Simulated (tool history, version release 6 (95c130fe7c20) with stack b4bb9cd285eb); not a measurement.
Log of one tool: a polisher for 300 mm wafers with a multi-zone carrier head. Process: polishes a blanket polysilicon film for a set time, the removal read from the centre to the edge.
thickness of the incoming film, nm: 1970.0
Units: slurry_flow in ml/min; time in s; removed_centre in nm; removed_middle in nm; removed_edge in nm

run 1 hour=0.0 | slurry_flow=195 centre_zone=1.00 middle_zone=1.00 edge_zone=1.00 time=85 | removed_centre=519.81 removed_middle=516.47 removed_edge=508.91
run 2 hour=5.5 | slurry_flow=195 centre_zone=1.00 middle_zone=1.00 edge_zone=0.96 time=85 | removed_centre=527.19 removed_middle=513.52 removed_edge=493.94
run 3 hour=7.2 | slurry_flow=195 centre_zone=1.08 middle_zone=1.00 edge_zone=0.96 time=85 | removed_centre=553.56 removed_middle=522.08 removed_edge=500.36
run 4 hour=14.2 | slurry_flow=195 centre_zone=1.08 middle_zone=1.00 edge_zone=0.89 time=85 | removed_centre=542.44 removed_middle=505.65 removed_edge=486.76
run 5 hour=16.7 | slurry_flow=165 centre_zone=1.08 middle_zone=1.00 edge_zone=0.89 time=85 | removed_centre=527.16 removed_middle=497.04 removed_edge=466.33
run 6 hour=22.6 | slurry_flow=155 centre_zone=1.01 middle_zone=1.01 edge_zone=0.88 time=84 | removed_centre=499.98 removed_middle=497.65 removed_edge=453.45

The next listed run, before its measurement:
run 7 hour=25.1 | slurry_flow=150 centre_zone=0.95 middle_zone=1.01 edge_zone=0.90 time=82 | removed_centre=? removed_middle=? removed_edge=?

removed_centre: 455.39 nm
removed_middle: 471.89 nm
removed_edge: 451.60 nm

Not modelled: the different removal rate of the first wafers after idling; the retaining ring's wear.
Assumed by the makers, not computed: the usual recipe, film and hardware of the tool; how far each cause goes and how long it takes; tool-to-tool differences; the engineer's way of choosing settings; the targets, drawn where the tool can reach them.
